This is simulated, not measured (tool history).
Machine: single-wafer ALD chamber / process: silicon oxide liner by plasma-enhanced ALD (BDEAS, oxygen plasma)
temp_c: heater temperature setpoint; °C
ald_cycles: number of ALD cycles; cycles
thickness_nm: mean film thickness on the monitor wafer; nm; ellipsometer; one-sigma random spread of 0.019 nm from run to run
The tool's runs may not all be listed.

| run | hour | temp_c | ald_cycles | thickness_nm |
|---|---|---|---|---|
| 1 | 0 | 315 | 64 | 6.4607 |
| 2 | 7.3 | 315 | 62 | 6.2322 |
| 3 | 8.8 | 315 | 61 | 6.1543 |
| 4 | 11.7 | 315 | 60 | 6.0687 |
| 5 | 13.9 | 315 | 59 | 5.9449 |
| 6 | 16.5 | 324 | 59 | 5.8826 |
| 7 | 25.4 | 324 | 58 | 5.7283 |

What does the tool deliver on the next run?
| 8 | 32.9 | 324 | 57 | ? |

thickness_nm: 5.6752 nm

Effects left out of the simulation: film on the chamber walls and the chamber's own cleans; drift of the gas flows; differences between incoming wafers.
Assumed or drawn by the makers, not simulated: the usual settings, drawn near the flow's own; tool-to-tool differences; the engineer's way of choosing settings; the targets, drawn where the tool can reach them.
